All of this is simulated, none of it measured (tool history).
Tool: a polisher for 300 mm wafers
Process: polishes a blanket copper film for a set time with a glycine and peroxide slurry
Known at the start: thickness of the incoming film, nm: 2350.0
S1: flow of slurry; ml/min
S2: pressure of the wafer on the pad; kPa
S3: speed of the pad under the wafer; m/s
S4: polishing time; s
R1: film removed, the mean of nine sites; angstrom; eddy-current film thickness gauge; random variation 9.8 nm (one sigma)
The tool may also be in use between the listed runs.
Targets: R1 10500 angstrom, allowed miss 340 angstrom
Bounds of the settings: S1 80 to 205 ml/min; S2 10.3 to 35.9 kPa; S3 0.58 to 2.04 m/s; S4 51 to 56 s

| run | day | S1 | S2 | S3 | S4 | R1 |
|---|---|---|---|---|---|---|
| 1 | 0 | 135 | 22.8 | 1.3 | 56 | 4645.5 |
| 2 | 0.092 | 145 | 26.9 | 1.44 | 56 | 6082.4 |
| 3 | 0.142 | 150 | 29.6 | 1.52 | 56 | 6870.8 |
| 4 | 0.217 | 155 | 31.7 | 1.62 | 56 | 7787.7 |
| 5 | 0.479 | 155 | 31.7 | 1.62 | 51 | 7170.6 |
| 6 | 0.829 | 155 | 33.1 | 1.76 | 51 | 7950 |
|  | 0.875 | head pressure recalibrated |
| 7 | 0.875 | 160 | 33.8 | 1.86 | 52 | 9935.8 |
| 8 | 1.196 | 165 | 33.8 | 1.86 | 52 | 9867.9 |
| 9 | 1.558 | 170 | 33.8 | 1.86 | 52 | 9859.8 |
| 10 | 1.65 | 175 | 33.8 | 1.86 | 52 | 10085 |

Which of these 4 next moves meets every target?
| A | 1.742 | 195 | 33.1 | 1.86 | 55 | ? |
| B | 1.742 | 155 | 33.8 | 1.82 | 53 | ? |
| C | 1.742 | 165 | 35.9 | 1.78 | 51 | ? |
| D | 1.742 | 185 | 33.1 | 1.78 | 53 | ? |

| move | R1 |
|---|---|
| A | 10653 |
| B | 9888.3 |
| C | 9960.6 |
| D | 9777.6 |
A: meets every target
B: further off than the last run
C: further off than the last run
D: further off than the last run
Move A is the one to make.
